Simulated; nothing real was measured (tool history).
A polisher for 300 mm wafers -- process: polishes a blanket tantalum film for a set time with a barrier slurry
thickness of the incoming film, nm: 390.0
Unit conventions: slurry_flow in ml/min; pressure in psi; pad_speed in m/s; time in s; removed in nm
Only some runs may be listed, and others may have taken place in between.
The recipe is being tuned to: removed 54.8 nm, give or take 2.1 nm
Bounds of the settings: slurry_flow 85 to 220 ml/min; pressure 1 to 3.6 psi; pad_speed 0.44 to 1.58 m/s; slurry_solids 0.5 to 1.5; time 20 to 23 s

run  hour  slurry_flow  pressure  pad_speed  slurry_solids  time  removed
  1     0          140       2.3          1              1    23   38.649
  2   6.9          125       2.3          1              1    23   38.402
  3  12.7          125       2.5          1              1    23   41.748
  4    16          125       2.5          1              1    23   41.836
  5  24.1          105       2.5          1              1    23   40.784
  6    32          105       2.5          1              1    20   34.928
  7  33.5          135       3.1       1.02              1    20   46.389
  8  40.3          140       3.2       1.02              1    20    48.52
  9  44.1          145       3.3       1.02              1    20    50.01

Below are 5 possible settings for the next run. Only one of them brings all results inside the allowed miss of their targets. Which is it?
  A  47.9          130       3.6       0.98           0.95    23        ?
  B  47.9          145       3.5       0.98              1    23        ?
  C  47.9          115       3.6        1.1           1.05    21        ?
  D  47.9          130       3.3       1.18            0.9    23        ?
  E  47.9          150       3.6       0.98           0.95    21        ?

move  removed
   A   59.121
   B   59.682
   C   60.832
   D   63.821
   E   55.401
A: carries the result that was furthest off beyond its target, to the other side
B: carries the result that was furthest off beyond its target, to the other side
C: carries the result that was furthest off beyond its target, to the other side
D: carries the result that was furthest off beyond its target, to the other side
E: in spec on every target
Answer: E
